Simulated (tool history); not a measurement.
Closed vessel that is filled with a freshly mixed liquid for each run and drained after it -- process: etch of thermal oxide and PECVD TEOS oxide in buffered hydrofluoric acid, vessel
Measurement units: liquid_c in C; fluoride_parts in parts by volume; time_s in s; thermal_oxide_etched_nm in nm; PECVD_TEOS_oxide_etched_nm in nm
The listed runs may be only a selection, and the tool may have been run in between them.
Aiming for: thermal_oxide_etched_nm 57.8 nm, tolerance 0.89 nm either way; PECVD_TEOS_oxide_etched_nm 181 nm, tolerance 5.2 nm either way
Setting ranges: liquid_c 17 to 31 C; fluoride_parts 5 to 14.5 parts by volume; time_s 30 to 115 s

run 1 hour=0 | liquid_c=23 fluoride_parts=9 time_s=60 | thermal_oxide_etched_nm=76.347 PECVD_TEOS_oxide_etched_nm=240.77
run 2 hour=6.5 | liquid_c=21.5 fluoride_parts=9 time_s=60 | thermal_oxide_etched_nm=70.399 PECVD_TEOS_oxide_etched_nm=219.42
run 3 hour=7.3 | liquid_c=24 fluoride_parts=9 time_s=60 | thermal_oxide_etched_nm=79.982 PECVD_TEOS_oxide_etched_nm=251.01
run 4 hour=15.9 | liquid_c=24 fluoride_parts=7 time_s=60 | thermal_oxide_etched_nm=105.79 PECVD_TEOS_oxide_etched_nm=329.81
run 5 hour=21.4 | liquid_c=24 fluoride_parts=7 time_s=85 | thermal_oxide_etched_nm=150.3 PECVD_TEOS_oxide_etched_nm=468.71
run 6 hour=22.6 | liquid_c=23 fluoride_parts=7.5 time_s=85 | thermal_oxide_etched_nm=132.07 PECVD_TEOS_oxide_etched_nm=416.62
run 7 hour=30.6 | liquid_c=19 fluoride_parts=10.5 time_s=85 | thermal_oxide_etched_nm=77.346 PECVD_TEOS_oxide_etched_nm=238.03
run 8 hour=35.2 | liquid_c=18.5 fluoride_parts=11 time_s=85 | thermal_oxide_etched_nm=71.327 PECVD_TEOS_oxide_etched_nm=226.36
run 9 hour=42.8 | liquid_c=17.5 fluoride_parts=11.5 time_s=85 | thermal_oxide_etched_nm=65.003 PECVD_TEOS_oxide_etched_nm=204.21
run 10 hour=43.6 | liquid_c=17 fluoride_parts=12 time_s=85 | thermal_oxide_etched_nm=60.425 PECVD_TEOS_oxide_etched_nm=191.2

Which one of the following 4 next-run settings gets every result inside its allowed miss? There is exactly one.
run A hour=44.4 | liquid_c=17 fluoride_parts=9.5 time_s=70 | thermal_oxide_etched_nm=? PECVD_TEOS_oxide_etched_nm=?
run B hour=44.4 | liquid_c=18 fluoride_parts=13 time_s=90 | thermal_oxide_etched_nm=? PECVD_TEOS_oxide_etched_nm=?
run C hour=44.4 | liquid_c=18 fluoride_parts=9.5 time_s=65 | thermal_oxide_etched_nm=? PECVD_TEOS_oxide_etched_nm=?
run D hour=44.4 | liquid_c=19.5 fluoride_parts=12 time_s=70 | thermal_oxide_etched_nm=? PECVD_TEOS_oxide_etched_nm=?

move=A thermal_oxide_etched_nm=61.821 PECVD_TEOS_oxide_etched_nm=188.76
move=B thermal_oxide_etched_nm=63.039 PECVD_TEOS_oxide_etched_nm=192.47
move=C thermal_oxide_etched_nm=60.768 PECVD_TEOS_oxide_etched_nm=185.54
move=D thermal_oxide_etched_nm=57.719 PECVD_TEOS_oxide_etched_nm=176.23
A: further off than the last run
B: further off than the last run
C: further off than the last run
D: all results in spec
The move that meets every target is D.
